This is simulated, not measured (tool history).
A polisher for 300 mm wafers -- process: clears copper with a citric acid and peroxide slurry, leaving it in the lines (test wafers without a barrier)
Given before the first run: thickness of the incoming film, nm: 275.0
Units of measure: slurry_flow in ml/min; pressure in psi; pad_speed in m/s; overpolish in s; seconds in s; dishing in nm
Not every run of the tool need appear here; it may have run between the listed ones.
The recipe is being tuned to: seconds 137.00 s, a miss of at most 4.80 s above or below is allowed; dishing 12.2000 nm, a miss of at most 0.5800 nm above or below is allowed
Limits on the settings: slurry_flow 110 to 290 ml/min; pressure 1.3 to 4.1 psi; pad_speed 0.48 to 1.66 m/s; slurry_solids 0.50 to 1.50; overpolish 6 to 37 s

run,hour,slurry_flow,pressure,pad_speed,slurry_solids,overpolish,seconds,dishing
1,0.0,185,2.7,1.06,1.00,19,120.85,30.4280
2,7.0,185,2.7,0.90,1.00,19,141.15,27.7320
3,12.7,165,2.5,1.04,0.90,16,139.91,23.5070
4,21.5,165,2.5,0.94,0.90,16,149.11,21.0150
5,22.6,150,2.6,0.94,0.80,14,148.67,18.5850
6,31.5,145,2.7,0.92,0.75,12,151.91,16.7750
7,34.8,135,2.8,0.92,0.70,11,150.27,15.5330
8,38.1,130,2.9,0.92,0.65,10,146.73,13.9210
9,41.7,140,3.2,0.90,0.55,7,135.48,10.5040
10,50.0,135,3.2,0.90,0.55,7,137.66,10.5610
11,52.2,130,3.2,0.90,0.55,7,140.38,10.8320
12,60.2,125,3.2,0.90,0.55,7,140.48,10.7430
13,65.7,120,3.2,0.92,0.60,7,136.91,10.9010

Next run, 5 choices. One meets every target within its allowed miss, the rest don't. Which?
A,71.2,110,3.4,0.86,0.65,6,?,?
B,71.2,145,3.7,0.76,0.50,6,?,?
C,71.2,110,3.5,0.88,0.55,8,?,?
D,71.2,110,3.3,0.98,0.50,6,?,?
E,71.2,130,3.1,1.02,0.55,6,?,?

move,seconds,dishing
A,137.74,9.2297
B,136.09,9.3471
C,135.18,12.4090
D,133.42,9.5149
E,129.50,9.7858
A: its largest miss is bigger than the last run's
B: its largest miss is bigger than the last run's
C: every result within its allowed miss
D: its largest miss is bigger than the last run's
E: its largest miss is bigger than the last run's
So the answer is move C, the one that meets all the targets.
